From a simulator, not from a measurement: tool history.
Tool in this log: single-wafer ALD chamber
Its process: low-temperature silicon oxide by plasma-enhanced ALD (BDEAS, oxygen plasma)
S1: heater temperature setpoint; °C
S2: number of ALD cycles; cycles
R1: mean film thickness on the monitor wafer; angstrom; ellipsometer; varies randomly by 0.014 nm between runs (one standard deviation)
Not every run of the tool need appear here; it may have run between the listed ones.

Run 1, hour 0.0: S1 95 °C, S2 35 cycles. Result: R1 49.901 angstrom.
Run 2, hour 1.2: S1 101 °C, S2 34 cycles. Result: R1 47.762 angstrom.
Run 3, hour 8.1: S1 93 °C, S2 34 cycles. Result: R1 48.724 angstrom.
Run 4, hour 12.0: S1 93 °C, S2 38 cycles. Result: R1 54.742 angstrom.
At hour 17.3: thermocouple changed; heater temperature recalibrated.
Run 5, hour 17.3: S1 93 °C, S2 41 cycles. Result: R1 59.770 angstrom.
Run 6, hour 22.0: S1 86 °C, S2 41 cycles. Result: R1 60.872 angstrom.

Estimate the outcome of run 7 from the log above:
Run 7, hour 26.2: S1 93 °C, S2 37 cycles. Result: R1 ?.

{"run 7": {"R1": 54.06}}
